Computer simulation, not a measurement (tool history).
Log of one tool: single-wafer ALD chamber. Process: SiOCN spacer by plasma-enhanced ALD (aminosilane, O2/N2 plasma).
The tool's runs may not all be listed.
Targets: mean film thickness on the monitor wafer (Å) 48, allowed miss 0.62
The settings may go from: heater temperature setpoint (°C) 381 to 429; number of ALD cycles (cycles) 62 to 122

run,hour,heater temperature setpoint (°C),number of ALD cycles (cycles),mean film thickness on the monitor wafer (Å)
1,0,405,92,53.538
2,2.4,405,86,50.255
3,8.5,406,86,49.872
4,12.2,407,86,49.778
5,20.8,407,96,55.589
6,27.4,411,96,54.832
7,35.3,413,95,53.972
8,38.3,415,94,53.207
9,39.6,416,93,52.51
10,46.9,417,92,51.896
11,53.2,418,91,50.833
12,57.8,419,91,50.915
13,63.6,420,90,50.286
14,65.6,421,90,50.384
15,71.2,427,86,47.128
16,77.3,426,86,47.195
17,78,425,86,47.542

5 next moves are on the table. One of them brings every result within its allowed miss. Which?
A,78.7,428,86,?
B,78.7,424,85,?
C,78.7,425,87,?
D,78.7,423,84,?
E,78.7,427,86,?

move,mean film thickness on the monitor wafer (Å)
A,46.748
B,46.732
C,47.697
D,46.313
E,46.881
A: further off than the last run
B: further off than the last run
C: meets every target
D: further off than the last run
E: further off than the last run
Move C is the one to make.

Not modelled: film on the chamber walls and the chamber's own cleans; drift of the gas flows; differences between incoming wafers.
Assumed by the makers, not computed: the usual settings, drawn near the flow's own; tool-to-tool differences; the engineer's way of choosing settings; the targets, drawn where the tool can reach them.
